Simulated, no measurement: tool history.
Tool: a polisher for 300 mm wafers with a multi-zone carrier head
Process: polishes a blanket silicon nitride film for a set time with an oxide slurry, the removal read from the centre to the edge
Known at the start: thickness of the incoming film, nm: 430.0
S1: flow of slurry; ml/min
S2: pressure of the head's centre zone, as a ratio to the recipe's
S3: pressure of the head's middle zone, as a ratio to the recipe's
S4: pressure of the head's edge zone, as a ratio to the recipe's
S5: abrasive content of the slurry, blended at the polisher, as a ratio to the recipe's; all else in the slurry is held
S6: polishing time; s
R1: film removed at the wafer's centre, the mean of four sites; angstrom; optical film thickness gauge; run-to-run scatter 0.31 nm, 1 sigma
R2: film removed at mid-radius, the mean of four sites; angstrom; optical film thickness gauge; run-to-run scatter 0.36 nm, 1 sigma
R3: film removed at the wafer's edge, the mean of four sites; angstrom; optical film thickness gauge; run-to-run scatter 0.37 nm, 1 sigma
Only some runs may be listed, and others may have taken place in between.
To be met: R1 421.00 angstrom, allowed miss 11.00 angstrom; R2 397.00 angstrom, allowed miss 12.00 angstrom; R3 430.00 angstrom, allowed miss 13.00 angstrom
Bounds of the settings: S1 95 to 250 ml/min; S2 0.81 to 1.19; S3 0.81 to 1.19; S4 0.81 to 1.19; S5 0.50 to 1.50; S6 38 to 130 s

| run | hour | S1 | S2 | S3 | S4 | S5 | S6 | R1 | R2 | R3 |
|---|---|---|---|---|---|---|---|---|---|---|
| 1 | 0.0 | 160 | 1.00 | 1.00 | 1.00 | 1.00 | 84 | 778.85 | 843.58 | 792.16 |
| 2 | 1.5 | 160 | 1.00 | 1.00 | 1.00 | 1.15 | 84 | 842.43 | 879.00 | 836.13 |
| 3 | 8.7 | 160 | 1.00 | 1.00 | 1.00 | 1.25 | 84 | 861.86 | 889.22 | 864.62 |
| 4 | 9.7 | 155 | 1.00 | 0.98 | 1.00 | 1.15 | 79 | 777.43 | 797.17 | 788.73 |
| 5 | 16.4 | 150 | 1.00 | 0.96 | 0.98 | 1.05 | 76 | 714.34 | 732.97 | 712.60 |
| 6 | 25.1 | 150 | 1.00 | 0.96 | 0.98 | 1.25 | 76 | 772.85 | 778.38 | 755.54 |
| 7 | 32.8 | 145 | 1.00 | 0.94 | 0.98 | 1.15 | 73 | 699.45 | 725.20 | 695.00 |
| 8 | 35.8 | 150 | 1.01 | 0.92 | 1.00 | 1.05 | 69 | 658.44 | 638.94 | 655.41 |
| 9 | 42.9 | 150 | 1.01 | 0.91 | 1.00 | 1.00 | 67 | 614.12 | 608.42 | 636.11 |
| 10 | 47.3 | 150 | 1.02 | 0.90 | 0.99 | 0.95 | 65 | 584.44 | 574.63 | 588.32 |
| 11 | 54.8 | 150 | 1.02 | 0.89 | 0.99 | 0.90 | 64 | 577.19 | 547.03 | 565.50 |
| 12 | 60.9 | 150 | 1.01 | 0.88 | 0.99 | 0.85 | 63 | 546.98 | 516.81 | 553.72 |
| 13 | 69.2 | 145 | 1.00 | 0.87 | 0.97 | 0.80 | 63 | 528.21 | 494.14 | 523.08 |
| 14 | 73.4 | 140 | 0.98 | 0.86 | 0.96 | 0.80 | 63 | 506.98 | 492.60 | 513.14 |
| 15 | 77.8 | 140 | 0.98 | 0.85 | 0.96 | 0.75 | 63 | 493.38 | 476.65 | 506.79 |
| 16 | 85.6 | 135 | 0.98 | 0.84 | 0.96 | 0.70 | 63 | 479.78 | 455.13 | 490.28 |
| 17 | 89.6 | 130 | 0.98 | 0.84 | 0.95 | 0.70 | 63 | 466.54 | 450.35 | 470.97 |

Which single option among these 4 for the next run brings every result within its allowed miss of target? Just one does.
| A | 93.6 | 125 | 1.01 | 0.81 | 0.83 | 0.55 | 70 | ? | ? | ? |
| B | 93.6 | 130 | 0.87 | 1.12 | 0.92 | 0.95 | 53 | ? | ? | ? |
| C | 93.6 | 125 | 0.99 | 0.83 | 0.97 | 0.55 | 64 | ? | ? | ? |
| D | 93.6 | 110 | 0.97 | 0.82 | 0.90 | 0.85 | 65 | ? | ? | ? |

| move | R1 | R2 | R3 |
|---|---|---|---|
| A | 470.79 | 427.88 | 440.36 |
| B | 412.38 | 532.04 | 453.76 |
| C | 423.26 | 397.62 | 432.00 |
| D | 505.23 | 480.95 | 513.22 |
A: just as far off the targets as the last run
B: its largest miss is bigger than the last run's
C: every result lands within tolerance
D: its largest miss is bigger than the last run's
Move C is the one to make.
